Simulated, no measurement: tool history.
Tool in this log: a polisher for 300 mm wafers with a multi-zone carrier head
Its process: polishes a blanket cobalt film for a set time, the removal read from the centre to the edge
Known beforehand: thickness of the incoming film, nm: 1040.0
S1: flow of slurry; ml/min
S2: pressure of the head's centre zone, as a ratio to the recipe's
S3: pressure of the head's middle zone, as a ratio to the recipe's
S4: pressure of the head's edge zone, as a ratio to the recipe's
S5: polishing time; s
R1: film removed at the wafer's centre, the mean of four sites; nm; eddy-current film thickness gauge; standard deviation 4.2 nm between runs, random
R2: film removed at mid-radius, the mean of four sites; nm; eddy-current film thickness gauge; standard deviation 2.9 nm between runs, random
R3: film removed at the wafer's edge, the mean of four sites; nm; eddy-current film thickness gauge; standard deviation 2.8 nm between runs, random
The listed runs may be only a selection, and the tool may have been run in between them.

{"run": 1, "hour": 0.0, "S1": 155, "S2": 1, "S3": 1, "S4": 1, "S5": 57, "R1": 297.22, "R2": 297.41, "R3": 288.8}
{"run": 2, "hour": 3.4, "S1": 130, "S2": 1, "S3": 1, "S4": 1, "S5": 57, "R1": 281.33, "R2": 286.72, "R3": 280.08}
{"run": 3, "hour": 5.5, "S1": 115, "S2": 1, "S3": 1, "S4": 1, "S5": 57, "R1": 275.09, "R2": 276.11, "R3": 274.8}
{"run": 4, "hour": 12.3, "S1": 140, "S2": 1.02, "S3": 0.98, "S4": 1.05, "S5": 60, "R1": 316.8, "R2": 302.66, "R3": 309.9}
{"run": 5, "hour": 17.2, "S1": 140, "S2": 1.02, "S3": 0.98, "S4": 1.08, "S5": 60, "R1": 314.95, "R2": 307.37, "R3": 314.49}
{"run": 6, "hour": 18.1, "S1": 100, "S2": 1.02, "S3": 0.98, "S4": 1.08, "S5": 60, "R1": 282.09, "R2": 276.58, "R3": 289.45}

Run 7 is up next; what results do you expect?
{"run": 7, "hour": 19.8, "S1": 135, "S2": 1.02, "S3": 0.96, "S4": 1.11, "S5": 61, "R1": "?", "R2": "?", "R3": "?"}

Run 7 yielded R1 318.45 nm, R2 301.41 nm, R3 319.38 nm.
